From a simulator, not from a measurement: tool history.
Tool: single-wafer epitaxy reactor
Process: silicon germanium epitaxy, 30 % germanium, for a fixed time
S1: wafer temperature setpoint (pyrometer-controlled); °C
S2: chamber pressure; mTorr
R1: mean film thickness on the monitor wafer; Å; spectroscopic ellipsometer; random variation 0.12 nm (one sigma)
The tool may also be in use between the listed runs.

run	hour	S1	S2	R1
1	0	580	24000	456.29
2	5.5	580	19800	415.31
3	14	577	19800	399.77
4	17.6	571	19800	356.25
5	22.5	570	19800	350.98
6	29.8	570	22100	368.84
7	31	568	22100	359.14
8	37.2	566	22100	345.69

The next listed run, before its measurement:
9	38.6	565	22100	?

Run 9 gave R1 341.16 Å.
